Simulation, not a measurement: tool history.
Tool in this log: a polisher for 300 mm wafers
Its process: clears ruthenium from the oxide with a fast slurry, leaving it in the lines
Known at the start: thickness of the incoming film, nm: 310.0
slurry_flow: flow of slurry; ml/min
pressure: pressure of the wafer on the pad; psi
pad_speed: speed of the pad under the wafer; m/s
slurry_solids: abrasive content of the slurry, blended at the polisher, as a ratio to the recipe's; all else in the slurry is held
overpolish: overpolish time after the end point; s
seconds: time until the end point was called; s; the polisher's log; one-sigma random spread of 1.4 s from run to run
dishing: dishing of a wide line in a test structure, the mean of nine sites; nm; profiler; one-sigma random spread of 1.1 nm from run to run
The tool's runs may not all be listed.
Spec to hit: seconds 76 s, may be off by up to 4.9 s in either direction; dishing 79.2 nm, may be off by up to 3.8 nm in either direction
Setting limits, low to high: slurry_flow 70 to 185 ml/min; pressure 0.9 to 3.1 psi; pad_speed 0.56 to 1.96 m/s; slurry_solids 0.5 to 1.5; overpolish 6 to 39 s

Run 1, day 0: slurry_flow 120 ml/min, pressure 2 psi, pad_speed 1.26 m/s, slurry_solids 1, overpolish 20 s. Result: seconds 102.23 s, dishing 48.315 nm.
Run 2, day 0.329: slurry_flow 120 ml/min, pressure 2.1 psi, pad_speed 1.26 m/s, slurry_solids 1, overpolish 21 s. Result: seconds 97.122 s, dishing 51.862 nm.
Run 3, day 0.55: slurry_flow 120 ml/min, pressure 2.3 psi, pad_speed 1.26 m/s, slurry_solids 1, overpolish 21 s. Result: seconds 92.492 s, dishing 54.404 nm.
Run 4, day 0.842: slurry_flow 120 ml/min, pressure 2.3 psi, pad_speed 1.5 m/s, slurry_solids 1, overpolish 21 s. Result: seconds 75.449 s, dishing 62.107 nm.
Run 5, day 1.071: slurry_flow 120 ml/min, pressure 2.3 psi, pad_speed 1.5 m/s, slurry_solids 1, overpolish 15 s. Result: seconds 77.655 s, dishing 48.376 nm.
Run 6, day 1.246: slurry_flow 120 ml/min, pressure 2.6 psi, pad_speed 1.5 m/s, slurry_solids 1, overpolish 15 s. Result: seconds 70.47 s, dishing 51.841 nm.
Run 7, day 1.579: slurry_flow 120 ml/min, pressure 2.6 psi, pad_speed 1.5 m/s, slurry_solids 1, overpolish 17 s. Result: seconds 71.868 s, dishing 56.353 nm.
Run 8, day 1.738: slurry_flow 120 ml/min, pressure 2.6 psi, pad_speed 1.48 m/s, slurry_solids 1, overpolish 19 s. Result: seconds 72.487 s, dishing 60.855 nm.
Run 9, day 2.067: slurry_flow 120 ml/min, pressure 2.6 psi, pad_speed 1.46 m/s, slurry_solids 1, overpolish 20 s. Result: seconds 73.544 s, dishing 61.898 nm.
Run 10, day 2.442: slurry_flow 120 ml/min, pressure 2.6 psi, pad_speed 1.46 m/s, slurry_solids 1, overpolish 21 s. Result: seconds 73.346 s, dishing 63.333 nm.
Run 11, day 2.658: slurry_flow 120 ml/min, pressure 2.6 psi, pad_speed 1.46 m/s, slurry_solids 1, overpolish 22 s. Result: seconds 72.311 s, dishing 66.376 nm.
Run 12, day 2.996: slurry_flow 120 ml/min, pressure 2.6 psi, pad_speed 1.46 m/s, slurry_solids 1, overpolish 23 s. Result: seconds 72.585 s, dishing 68.126 nm.
Run 13, day 3.196: slurry_flow 120 ml/min, pressure 2.6 psi, pad_speed 1.46 m/s, slurry_solids 1, overpolish 24 s. Result: seconds 71.151 s, dishing 68.889 nm.
Run 14, day 3.221: slurry_flow 120 ml/min, pressure 2.6 psi, pad_speed 1.46 m/s, slurry_solids 1, overpolish 25 s. Result: seconds 71.918 s, dishing 68.961 nm.
Run 15, day 3.288: slurry_flow 120 ml/min, pressure 2.6 psi, pad_speed 1.44 m/s, slurry_solids 1, overpolish 26 s. Result: seconds 73.043 s, dishing 71.912 nm.
Run 16, day 3.417: slurry_flow 120 ml/min, pressure 2.6 psi, pad_speed 1.44 m/s, slurry_solids 1, overpolish 27 s. Result: seconds 71.82 s, dishing 73.72 nm.
Run 17, day 3.617: slurry_flow 120 ml/min, pressure 2.6 psi, pad_speed 1.44 m/s, slurry_solids 1, overpolish 28 s. Result: seconds 73.463 s, dishing 74.202 nm.
Run 18, day 3.712: slurry_flow 120 ml/min, pressure 2.6 psi, pad_speed 1.44 m/s, slurry_solids 1, overpolish 28 s. Result: seconds 73.409 s, dishing 75.052 nm.

Consider the 4 candidate settings below. Which is the only one whose results all fall within their allowed miss of target?
Run A, day 3.808: slurry_flow 115 ml/min, pressure 2.8 psi, pad_speed 1.56 m/s, slurry_solids 1, overpolish 23 s. Result: seconds ?, dishing ?.
Run B, day 3.808: slurry_flow 110 ml/min, pressure 2.1 psi, pad_speed 1.34 m/s, slurry_solids 1, overpolish 31 s. Result: seconds ?, dishing ?.
Run C, day 3.808: slurry_flow 115 ml/min, pressure 2.7 psi, pad_speed 1.6 m/s, slurry_solids 0.95, overpolish 26 s. Result: seconds ?, dishing ?.
Run D, day 3.808: slurry_flow 110 ml/min, pressure 3.1 psi, pad_speed 1.68 m/s, slurry_solids 0.55, overpolish 31 s. Result: seconds ?, dishing ?.

move  seconds  dishing
   A   66.029    72.54
   B   96.223   69.281
   C   67.798   76.546
   D   77.363   78.361
A: moves away from the targets compared with the last run
B: moves away from the targets compared with the last run
C: corrects the largest miss of the last run, while another result sits out of spec
D: hits every target within its allowed miss
So the answer is move D, the one that meets all the targets.
